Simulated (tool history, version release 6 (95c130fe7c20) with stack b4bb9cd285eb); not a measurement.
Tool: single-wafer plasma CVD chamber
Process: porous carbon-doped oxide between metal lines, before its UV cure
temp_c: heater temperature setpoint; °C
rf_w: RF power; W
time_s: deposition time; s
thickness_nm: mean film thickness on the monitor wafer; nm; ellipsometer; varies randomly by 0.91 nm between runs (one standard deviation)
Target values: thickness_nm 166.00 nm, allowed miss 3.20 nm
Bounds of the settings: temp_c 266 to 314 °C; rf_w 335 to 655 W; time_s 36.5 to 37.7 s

Run 1, hour 0.0: temp_c 290 °C, rf_w 495 W, time_s 36.5 s. Result: thickness_nm 217.99 nm.
Run 2, hour 8.0: temp_c 290 °C, rf_w 555 W, time_s 36.5 s. Result: thickness_nm 238.82 nm.
Run 3, hour 9.4: temp_c 290 °C, rf_w 555 W, time_s 36.5 s. Result: thickness_nm 237.23 nm.
Run 4, hour 11.8: temp_c 282 °C, rf_w 555 W, time_s 36.5 s. Result: thickness_nm 251.26 nm.
Run 5, hour 15.7: temp_c 290 °C, rf_w 515 W, time_s 36.5 s. Result: thickness_nm 223.15 nm.
Run 6, hour 16.7: temp_c 296 °C, rf_w 490 W, time_s 36.5 s. Result: thickness_nm 210.46 nm.
At hour 21.0: thermocouple changed; heater temperature recalibrated.
Run 7, hour 21.0: temp_c 300 °C, rf_w 460 W, time_s 36.5 s. Result: thickness_nm 192.53 nm.
Run 8, hour 26.4: temp_c 303 °C, rf_w 450 W, time_s 36.5 s. Result: thickness_nm 182.98 nm.
Run 9, hour 34.0: temp_c 306 °C, rf_w 445 W, time_s 36.5 s. Result: thickness_nm 182.46 nm.
Run 10, hour 34.6: temp_c 308 °C, rf_w 435 W, time_s 36.5 s. Result: thickness_nm 173.40 nm.
Run 11, hour 43.2: temp_c 309 °C, rf_w 435 W, time_s 36.5 s. Result: thickness_nm 172.34 nm.

Exactly one of the 4 candidate moves below puts every result within its allowed miss. Which one?
Run A, hour 51.8: temp_c 305 °C, rf_w 375 W, time_s 37.1 s. Result: thickness_nm ?.
Run B, hour 51.8: temp_c 302 °C, rf_w 395 W, time_s 36.6 s. Result: thickness_nm ?.
Run C, hour 51.8: temp_c 310 °C, rf_w 425 W, time_s 37.6 s. Result: thickness_nm ?.
Run D, hour 51.8: temp_c 309 °C, rf_w 430 W, time_s 36.7 s. Result: thickness_nm ?.

move  thickness_nm
   A        157.58
   B        166.08
   C        174.24
   D        172.91
A: pushes the last run's worst result past its target
B: all results in spec
C: its largest miss is bigger than the last run's
D: its largest miss is bigger than the last run's
Answer: B
